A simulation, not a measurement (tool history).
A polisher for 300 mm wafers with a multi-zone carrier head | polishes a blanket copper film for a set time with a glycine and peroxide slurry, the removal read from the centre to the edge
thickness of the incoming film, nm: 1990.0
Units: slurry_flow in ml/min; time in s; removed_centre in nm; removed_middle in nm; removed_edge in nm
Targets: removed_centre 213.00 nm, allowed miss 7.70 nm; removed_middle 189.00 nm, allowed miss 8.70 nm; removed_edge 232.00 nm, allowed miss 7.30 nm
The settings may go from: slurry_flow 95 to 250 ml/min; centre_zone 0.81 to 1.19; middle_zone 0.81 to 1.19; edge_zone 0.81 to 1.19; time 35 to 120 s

run  hour  slurry_flow  centre_zone  middle_zone  edge_zone  time  removed_centre  removed_middle  removed_edge
  1   0.0          160         1.00         1.00       1.00    77          412.39          428.14        434.57
  2   2.6          150         1.00         0.97       0.99    69          369.50          369.43        375.40
  3   5.7          150         1.00         0.97       0.91    69          371.98          371.35        361.97
  4   9.2          150         1.00         0.97       0.96    69          361.25          377.58        374.99
  5  16.0          150         1.03         0.97       0.96    69          374.75          371.96        374.77
  6  24.5          150         1.07         0.97       0.96    69          387.83          369.39        368.54
  7  29.0          140         1.06         0.94       0.98    63          345.89          326.01        336.12
  8  35.5          135         1.05         0.92       1.01    58          308.39          295.10        314.54
  9  41.5          110         1.08         0.82       1.09    36          185.85          157.53        195.99

4 next moves are on the table. One of them brings every result within its allowed miss. Which?
  A  47.5          110         0.81         0.99       1.16    41               ?               ?             ?
  B  47.5          115         0.81         1.01       1.18    40               ?               ?             ?
  C  47.5          125         1.02         0.84       1.09    42               ?               ?             ?
  D  47.5           95         0.97         0.86       1.19    43               ?               ?             ?

move  removed_centre  removed_middle  removed_edge
   A          168.27          208.25        231.28
   B          166.73          209.40        229.69
   C          214.67          192.85        235.84
   D          191.28          184.72        238.18
A: brings the result that was furthest off to its target, and leaves another outside
B: brings the result that was furthest off to its target, and leaves another outside
C: meets every target
D: brings the result that was furthest off to its target, and leaves another outside
The right move is C.

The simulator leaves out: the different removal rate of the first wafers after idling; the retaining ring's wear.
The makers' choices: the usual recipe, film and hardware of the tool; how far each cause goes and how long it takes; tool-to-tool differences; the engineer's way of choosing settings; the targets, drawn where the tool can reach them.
